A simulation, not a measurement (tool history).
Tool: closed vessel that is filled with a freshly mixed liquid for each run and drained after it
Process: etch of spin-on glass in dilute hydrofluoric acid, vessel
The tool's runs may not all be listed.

| run | hour | temperature setpoint of the liquid (K) | parts of water to one part of 49 % hydrofluoric acid (parts by volume) | time in the liquid (s) | thickness taken off the spin-on glass on a monitor wafer (Å) |
|---|---|---|---|---|---|
| 1 | 0.0 | 295.15 | 135 | 30 | 74.393 |
| 2 | 6.7 | 295.15 | 135 | 30 | 74.675 |
| 3 | 8.1 | 293.65 | 135 | 30 | 72.205 |
| 4 | 16.5 | 293.15 | 145 | 30 | 64.263 |
| 5 | 23.9 | 293.15 | 145 | 30 | 63.299 |
| 6 | 32.9 | 292.65 | 150 | 30 | 59.589 |

Run 7, settings as shown, results not yet in. Your forecast:
| 7 | 41.2 | 292.15 | 155 | 30 | ? |

{"run 7": {"thickness taken off the spin-on glass on a monitor wafer (Å)": 56.751}}

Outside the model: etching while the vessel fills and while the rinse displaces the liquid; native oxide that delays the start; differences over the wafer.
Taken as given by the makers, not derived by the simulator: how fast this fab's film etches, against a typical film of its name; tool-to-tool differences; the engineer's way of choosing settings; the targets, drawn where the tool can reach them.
